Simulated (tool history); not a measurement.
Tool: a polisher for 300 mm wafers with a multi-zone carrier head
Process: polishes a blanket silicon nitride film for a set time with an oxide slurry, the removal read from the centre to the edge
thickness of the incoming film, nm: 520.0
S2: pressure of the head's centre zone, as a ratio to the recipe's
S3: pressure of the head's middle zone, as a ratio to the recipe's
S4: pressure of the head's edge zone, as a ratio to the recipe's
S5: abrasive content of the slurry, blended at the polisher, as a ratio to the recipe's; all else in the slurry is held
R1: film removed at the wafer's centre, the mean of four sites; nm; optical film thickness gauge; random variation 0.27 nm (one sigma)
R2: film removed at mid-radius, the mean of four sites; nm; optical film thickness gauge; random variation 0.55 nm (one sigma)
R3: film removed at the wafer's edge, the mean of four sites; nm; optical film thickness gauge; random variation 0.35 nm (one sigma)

run 1 hour=0 | flow_of_slurry_(ml/min)=200 S2=1 S3=1 S4=1 S5=1 polishing_time_(s)=80 | R1=33.664 R2=34.829 R3=35.144
run 2 hour=6.8 | flow_of_slurry_(ml/min)=200 S2=1 S3=1 S4=1 S5=0.9 polishing_time_(s)=80 | R1=32.036 R2=33.833 R3=32.973
run 3 hour=10 | flow_of_slurry_(ml/min)=205 S2=1 S3=1.02 S4=1.02 S5=1 polishing_time_(s)=80 | R1=33.78 R2=35.62 R3=35.275
run 4 hour=16.1 | flow_of_slurry_(ml/min)=205 S2=0.99 S3=1.03 S4=1.04 S5=1.05 polishing_time_(s)=80 | R1=34.823 R2=38.034 R3=36.187
-- hour=17.9 slurry nozzle cleaned
run 5 hour=17.9 | flow_of_slurry_(ml/min)=205 S2=0.98 S3=1.01 S4=1.06 S5=1.1 polishing_time_(s)=80 | R1=38.799 R2=40.672 R3=40.313
run 6 hour=19.2 | flow_of_slurry_(ml/min)=210 S2=0.96 S3=1 S4=1.07 S5=1.1 polishing_time_(s)=80 | R1=37.989 R2=40.031 R3=40.498
run 7 hour=27.4 | flow_of_slurry_(ml/min)=215 S2=0.94 S3=1 S4=1.09 S5=1.1 polishing_time_(s)=80 | R1=37.121 R2=40.823 R3=40.423

Forecast run 8:
run 8 hour=31.9 | flow_of_slurry_(ml/min)=215 S2=0.93 S3=0.99 S4=1.1 S5=1.1 polishing_time_(s)=80 | R1=? R2=? R3=?

R1: 36.562 nm
R2: 40.365 nm
R3: 41.122 nm

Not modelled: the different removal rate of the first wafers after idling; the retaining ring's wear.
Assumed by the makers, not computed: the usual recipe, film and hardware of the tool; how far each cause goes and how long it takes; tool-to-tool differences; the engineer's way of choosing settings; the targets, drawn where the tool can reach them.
